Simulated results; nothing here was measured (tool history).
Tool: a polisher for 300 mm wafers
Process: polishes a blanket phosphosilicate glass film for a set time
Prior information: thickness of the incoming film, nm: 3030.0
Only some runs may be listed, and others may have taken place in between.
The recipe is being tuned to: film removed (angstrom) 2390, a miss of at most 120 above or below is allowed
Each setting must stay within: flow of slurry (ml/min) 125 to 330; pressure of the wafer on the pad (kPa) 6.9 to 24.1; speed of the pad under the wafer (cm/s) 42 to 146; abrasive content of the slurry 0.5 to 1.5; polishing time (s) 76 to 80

run  hour  flow of slurry (ml/min)  pressure of the wafer on the pad (kPa)  speed of the pad under the wafer (cm/s)  abrasive content of the slurry  polishing time (s)  film removed (angstrom)
  1     0                      210                                    15.2                                       94                               1                  76                     4868
  2     4                      210                                    13.8                                       90                               1                  76                   4380.6
  3  12.3                      165                                    13.8                                       90                               1                  76                   4231.6
  4  19.5                      185                                    13.8                                       90                               1                  76                     4333
  5  24.3                      185                                    12.4                                       86                               1                  76                   3813.6
  6  28.2                      185                                    12.4                                       86                             0.9                  76                     3685
  7  31.4                      185                                    11.7                                       84                             0.9                  76                   3382.3
  8    36                      185                                    11.7                                       84                             0.9                  76                   3461.9
  9  42.8                      185                                      11                                       82                             0.9                  76                   3179.3
 10  50.1                      185                                    10.3                                       82                             0.9                  76                   2973.8
 11  58.6                      185                                    10.3                                       82                             0.9                  76                   3000.4
 12  63.1                      185                                     9.7                                       82                             0.9                  76                   2845.6
 13  70.4                      185                                       9                                       82                             0.9                  76                   2618.4

Next run, 5 choices. One meets every target within its allowed miss, the rest don't. Which?
  A  77.7                      150                                       9                                       66                             0.8                  76                        ?
  B  77.7                      180                                     7.6                                       84                             0.7                  76                        ?
  C  77.7                      170                                    10.3                                       80                            0.85                  80                        ?
  D  77.7                      185                                     9.7                                       84                             0.9                  76                        ?
  E  77.7                      175                                       9                                       70                             0.8                  80                        ?

move  film removed (angstrom)
   A                     2149
   B                   2101.5
   C                   2986.1
   D                   2815.7
   E                   2382.9
A: carries the result that was furthest off beyond its target, to the other side
B: carries the result that was furthest off beyond its target, to the other side
C: lands further from the targets than the last run did
D: lands further from the targets than the last run did
E: hits every target within its allowed miss
The move that meets every target is E.
